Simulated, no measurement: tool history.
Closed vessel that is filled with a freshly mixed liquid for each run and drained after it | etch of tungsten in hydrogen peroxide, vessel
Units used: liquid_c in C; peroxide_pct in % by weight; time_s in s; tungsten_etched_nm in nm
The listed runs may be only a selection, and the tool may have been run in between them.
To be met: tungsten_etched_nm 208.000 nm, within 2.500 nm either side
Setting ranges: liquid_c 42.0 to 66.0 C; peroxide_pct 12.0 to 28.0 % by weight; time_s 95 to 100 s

run	day	liquid_c	peroxide_pct	time_s	tungsten_etched_nm
1	0.000	58.0	19.0	95	119.480
2	0.129	58.0	19.0	100	126.610
3	0.254	60.0	19.5	100	142.950
4	0.312	60.0	17.5	100	136.360
5	0.379	57.0	17.5	100	113.780
6	0.442	57.0	17.5	95	108.820
7	0.825	59.0	19.0	95	126.570
8	1.179	60.5	20.0	95	142.790
9	1.475	62.0	20.5	95	157.490

Which single option among these 5 for the next run brings every result within its allowed miss of target? Just one does.
A	1.771	55.5	17.5	95	?
B	1.771	66.0	19.5	100	?
C	1.771	65.0	23.0	100	?
D	1.771	57.0	23.0	95	?
E	1.771	66.0	22.0	100	?

move	tungsten_etched_nm
A	98.818
B	200.320
C	205.780
D	123.740
E	212.780
A: the biggest miss grows against the last run
B: closes in on the targets versus the last run, not all within tolerance yet
C: meets every target
D: the biggest miss grows against the last run
E: moves the result that the last run missed by most past its target, out the other side
Go with C: it meets all targets.
